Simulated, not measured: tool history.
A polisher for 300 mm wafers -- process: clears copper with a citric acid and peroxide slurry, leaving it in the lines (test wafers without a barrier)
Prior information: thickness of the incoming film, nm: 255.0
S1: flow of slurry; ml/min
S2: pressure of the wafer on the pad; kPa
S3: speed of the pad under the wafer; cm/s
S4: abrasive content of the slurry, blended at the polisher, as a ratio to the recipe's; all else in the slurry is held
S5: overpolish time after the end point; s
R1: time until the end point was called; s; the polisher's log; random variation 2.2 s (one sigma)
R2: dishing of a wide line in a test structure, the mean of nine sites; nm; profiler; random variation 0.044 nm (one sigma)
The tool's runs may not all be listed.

run 1 hour=0 | S1=240 S2=14.5 S3=120 S4=1 S5=8 | R1=135.41 R2=10.729
run 2 hour=3.4 | S1=240 S2=14.5 S3=120 S4=1 S5=7 | R1=138.46 R2=9.0962
run 3 hour=4.1 | S1=240 S2=11.7 S3=120 S4=1 S5=7 | R1=165.95 R2=7.7072
run 4 hour=5.2 | S1=245 S2=11 S3=116 S4=1 S5=6 | R1=187.29 R2=6.2059
run 5 hour=10.7 | S1=215 S2=10.3 S3=116 S4=0.9 S5=5 | R1=203.5 R2=4.7331
run 6 hour=16.7 | S1=215 S2=10.3 S3=100 S4=0.9 S5=5 | R1=235.9 R2=4.007
run 7 hour=18.4 | S1=285 S2=10.3 S3=84 S4=1.15 S5=2 | R1=253.38 R2=1.5594
-- hour=26.2 head pressure recalibrated
run 8 hour=26.2 | S1=265 S2=11 S3=84 S4=1.05 S5=2 | R1=261.6 R2=1.5074
run 9 hour=29.6 | S1=245 S2=11.7 S3=86 S4=1 S5=2 | R1=245.56 R2=1.5336
run 10 hour=37.8 | S1=240 S2=11.7 S3=90 S4=0.95 S5=2 | R1=239.74 R2=1.6528
run 11 hour=40.5 | S1=210 S2=13.1 S3=92 S4=0.75 S5=5 | R1=221.3 R2=4.2116
run 12 hour=45 | S1=220 S2=12.4 S3=90 S4=0.9 S5=5 | R1=227.46 R2=4.0905
run 13 hour=48.8 | S1=220 S2=12.4 S3=90 S4=0.9 S5=5 | R1=229.79 R2=4.1836
run 14 hour=50.3 | S1=255 S2=12.4 S3=90 S4=0.9 S5=5 | R1=227.07 R2=4.2019
run 15 hour=55.7 | S1=245 S2=12.4 S3=88 S4=1 S5=5 | R1=227.66 R2=4.1399
run 16 hour=64.7 | S1=250 S2=12.4 S3=88 S4=1 S5=5 | R1=220.24 R2=4.1463
run 17 hour=71.4 | S1=255 S2=12.4 S3=88 S4=1.05 S5=5 | R1=220.34 R2=4.25
run 18 hour=76.9 | S1=185 S2=13.1 S3=90 S4=0.8 S5=2 | R1=224.14 R2=1.652
run 19 hour=83.5 | S1=255 S2=11.7 S3=90 S4=0.95 S5=2 | R1=232.07 R2=1.6163
run 20 hour=84.3 | S1=245 S2=11.7 S3=90 S4=0.95 S5=2 | R1=237.08 R2=1.6425

The next listed run, before its measurement:
run 21 hour=90.2 | S1=240 S2=11.7 S3=90 S4=0.9 S5=2 | R1=? R2=?

R1: 240.74 s
R2: 1.5926 nm

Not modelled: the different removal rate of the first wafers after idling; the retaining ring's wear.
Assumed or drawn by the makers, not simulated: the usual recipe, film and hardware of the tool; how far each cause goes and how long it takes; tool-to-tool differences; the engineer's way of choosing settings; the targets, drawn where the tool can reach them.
